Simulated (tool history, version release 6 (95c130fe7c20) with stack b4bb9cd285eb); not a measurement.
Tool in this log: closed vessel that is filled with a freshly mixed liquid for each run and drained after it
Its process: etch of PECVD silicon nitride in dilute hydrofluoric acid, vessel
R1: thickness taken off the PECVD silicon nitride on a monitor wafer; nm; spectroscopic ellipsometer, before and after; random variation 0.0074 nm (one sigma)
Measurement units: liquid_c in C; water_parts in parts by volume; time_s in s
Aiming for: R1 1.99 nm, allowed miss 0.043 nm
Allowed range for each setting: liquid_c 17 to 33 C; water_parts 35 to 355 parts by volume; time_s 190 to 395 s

Run 1, hour 0: liquid_c 25 C, water_parts 195 parts by volume, time_s 395 s. Result: R1 3.4824 nm.
Run 2, hour 7.6: liquid_c 22 C, water_parts 195 parts by volume, time_s 395 s. Result: R1 2.8633 nm.
Run 3, hour 14.2: liquid_c 24 C, water_parts 195 parts by volume, time_s 395 s. Result: R1 3.2681 nm.
Run 4, hour 17: liquid_c 24 C, water_parts 195 parts by volume, time_s 395 s. Result: R1 3.2582 nm.
Run 5, hour 19.5: liquid_c 22 C, water_parts 200 parts by volume, time_s 395 s. Result: R1 2.7725 nm.
Run 6, hour 21.3: liquid_c 22 C, water_parts 200 parts by volume, time_s 190 s. Result: R1 1.3421 nm.
Run 7, hour 27.9: liquid_c 23 C, water_parts 200 parts by volume, time_s 190 s. Result: R1 1.4221 nm.
Run 8, hour 31.6: liquid_c 24 C, water_parts 200 parts by volume, time_s 190 s. Result: R1 1.5184 nm.
Run 9, hour 32.3: liquid_c 26.5 C, water_parts 200 parts by volume, time_s 190 s. Result: R1 1.7788 nm.

Below are 5 possible settings for the next run. Only one of them brings all results inside the allowed miss of their targets. Which is it?
Run A, hour 33: liquid_c 22.5 C, water_parts 270 parts by volume, time_s 290 s. Result: R1 ?.
Run B, hour 33: liquid_c 30 C, water_parts 265 parts by volume, time_s 190 s. Result: R1 ?.
Run C, hour 33: liquid_c 21 C, water_parts 275 parts by volume, time_s 395 s. Result: R1 ?.
Run D, hour 33: liquid_c 26 C, water_parts 260 parts by volume, time_s 285 s. Result: R1 ?.
Run E, hour 33: liquid_c 26 C, water_parts 255 parts by volume, time_s 310 s. Result: R1 ?.

move      R1
   A  1.5864
   B  1.6655
   C  1.9311
   D   2.008
   E   2.227
A: misses by more than the last run did
B: misses by more than the last run did
C: closer than the last run, but not yet in spec
D: every result lands within tolerance
E: takes the result that was furthest off past its target
D meets every target.
